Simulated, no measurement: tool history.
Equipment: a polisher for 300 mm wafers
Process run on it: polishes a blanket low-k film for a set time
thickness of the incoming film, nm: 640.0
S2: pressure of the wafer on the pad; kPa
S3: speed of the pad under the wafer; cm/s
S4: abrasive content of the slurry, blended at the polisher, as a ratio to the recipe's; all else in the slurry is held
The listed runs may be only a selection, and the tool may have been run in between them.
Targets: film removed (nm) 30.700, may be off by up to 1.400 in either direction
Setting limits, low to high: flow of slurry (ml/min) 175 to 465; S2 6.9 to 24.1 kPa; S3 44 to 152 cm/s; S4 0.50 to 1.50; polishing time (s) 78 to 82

{"run": 1, "hour": 0.0, "flow of slurry (ml/min)": 295, "S2": 15.2, "S3": 98, "S4": 1.0, "polishing time (s)": 78, "film removed (nm)": 37.861}
{"run": 2, "hour": 6.7, "flow of slurry (ml/min)": 295, "S2": 14.5, "S3": 98, "S4": 1.0, "polishing time (s)": 78, "film removed (nm)": 37.378}
{"run": 3, "hour": 7.6, "flow of slurry (ml/min)": 295, "S2": 14.5, "S3": 98, "S4": 0.85, "polishing time (s)": 78, "film removed (nm)": 33.945}
{"run": 4, "hour": 8.5, "flow of slurry (ml/min)": 295, "S2": 14.5, "S3": 108, "S4": 0.85, "polishing time (s)": 78, "film removed (nm)": 36.834}
{"run": 5, "hour": 17.0, "flow of slurry (ml/min)": 295, "S2": 14.5, "S3": 128, "S4": 0.85, "polishing time (s)": 78, "film removed (nm)": 41.994}
{"run": 6, "hour": 24.7, "flow of slurry (ml/min)": 295, "S2": 14.5, "S3": 128, "S4": 0.65, "polishing time (s)": 78, "film removed (nm)": 34.849}
{"run": 7, "hour": 32.1, "flow of slurry (ml/min)": 295, "S2": 13.8, "S3": 128, "S4": 0.65, "polishing time (s)": 78, "film removed (nm)": 32.884}
{"run": 8, "hour": 33.7, "flow of slurry (ml/min)": 295, "S2": 13.1, "S3": 128, "S4": 0.65, "polishing time (s)": 78, "film removed (nm)": 32.262}

Exactly one of the 5 candidate moves below puts every result within its allowed miss. Which one?
{"run": "A", "hour": 35.3, "flow of slurry (ml/min)": 335, "S2": 13.1, "S3": 146, "S4": 0.55, "polishing time (s)": 82, "film removed (nm)": "?"}
{"run": "B", "hour": 35.3, "flow of slurry (ml/min)": 285, "S2": 13.1, "S3": 122, "S4": 0.75, "polishing time (s)": 78, "film removed (nm)": "?"}
{"run": "C", "hour": 35.3, "flow of slurry (ml/min)": 375, "S2": 15.2, "S3": 120, "S4": 0.6, "polishing time (s)": 78, "film removed (nm)": "?"}
{"run": "D", "hour": 35.3, "flow of slurry (ml/min)": 225, "S2": 12.4, "S3": 130, "S4": 0.6, "polishing time (s)": 82, "film removed (nm)": "?"}
{"run": "E", "hour": 35.3, "flow of slurry (ml/min)": 315, "S2": 13.8, "S3": 132, "S4": 0.7, "polishing time (s)": 78, "film removed (nm)": "?"}

move=A film_removed_(nm)=33.667
move=B film_removed_(nm)=33.704
move=C film_removed_(nm)=33.856
move=D film_removed_(nm)=29.932
move=E film_removed_(nm)=36.443
A: lands further from the targets than the last run did
B: lands further from the targets than the last run did
C: lands further from the targets than the last run did
D: hits every target within its allowed miss
E: lands further from the targets than the last run did
The right move is D.
